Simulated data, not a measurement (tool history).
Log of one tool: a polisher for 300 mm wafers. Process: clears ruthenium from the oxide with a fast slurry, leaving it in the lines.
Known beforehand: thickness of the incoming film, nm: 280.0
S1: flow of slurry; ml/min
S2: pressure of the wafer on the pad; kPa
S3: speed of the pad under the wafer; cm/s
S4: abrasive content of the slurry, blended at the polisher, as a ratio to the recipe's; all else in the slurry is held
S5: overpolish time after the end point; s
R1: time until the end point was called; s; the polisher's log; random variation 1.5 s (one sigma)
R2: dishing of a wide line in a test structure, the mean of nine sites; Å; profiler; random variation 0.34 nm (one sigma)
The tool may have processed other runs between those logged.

Run 1, hour 0.0: S1 140 ml/min, S2 16.5 kPa, S3 118 cm/s, S4 1.00, S5 23 s. Result: R1 71.870 s, R2 562.34 Å.
Run 2, hour 8.5: S1 140 ml/min, S2 15.2 kPa, S3 116 cm/s, S4 1.00, S5 19 s. Result: R1 77.940 s, R2 461.15 Å.
Run 3, hour 10.0: S1 140 ml/min, S2 12.4 kPa, S3 116 cm/s, S4 1.00, S5 19 s. Result: R1 97.411 s, R2 388.97 Å.
Run 4, hour 12.2: S1 140 ml/min, S2 12.4 kPa, S3 126 cm/s, S4 1.00, S5 19 s. Result: R1 89.917 s, R2 416.84 Å.
Run 5, hour 19.4: S1 140 ml/min, S2 14.5 kPa, S3 126 cm/s, S4 1.00, S5 19 s. Result: R1 77.351 s, R2 444.19 Å.
Run 6, hour 24.0: S1 140 ml/min, S2 14.5 kPa, S3 154 cm/s, S4 1.00, S5 19 s. Result: R1 65.021 s, R2 532.88 Å.
Run 7, hour 27.5: S1 145 ml/min, S2 13.8 kPa, S3 132 cm/s, S4 1.10, S5 16 s. Result: R1 72.752 s, R2 402.18 Å.
Run 8, hour 31.5: S1 160 ml/min, S2 12.4 kPa, S3 118 cm/s, S4 1.20, S5 14 s. Result: R1 82.293 s, R2 327.95 Å.
Run 9, hour 35.1: S1 175 ml/min, S2 11.7 kPa, S3 108 cm/s, S4 1.25, S5 12 s. Result: R1 93.910 s, R2 266.84 Å.
Run 10, hour 40.2: S1 185 ml/min, S2 11.0 kPa, S3 106 cm/s, S4 1.30, S5 11 s. Result: R1 95.938 s, R2 228.09 Å.
Run 11, hour 47.8: S1 195 ml/min, S2 10.3 kPa, S3 106 cm/s, S4 1.35, S5 10 s. Result: R1 100.210 s, R2 204.59 Å.
Run 12, hour 49.7: S1 200 ml/min, S2 9.7 kPa, S3 108 cm/s, S4 1.40, S5 9 s. Result: R1 104.300 s, R2 178.72 Å.
Run 13, hour 53.1: S1 205 ml/min, S2 9.0 kPa, S3 112 cm/s, S4 1.40, S5 9 s. Result: R1 106.270 s, R2 175.99 Å.

The next listed run, before its measurement:
Run 14, hour 56.9: S1 210 ml/min, S2 9.0 kPa, S3 114 cm/s, S4 1.40, S5 9 s. Result: R1 ?, R2 ?.

For run 14 the tool returned R1 103.610 s, R2 180.77 Å.
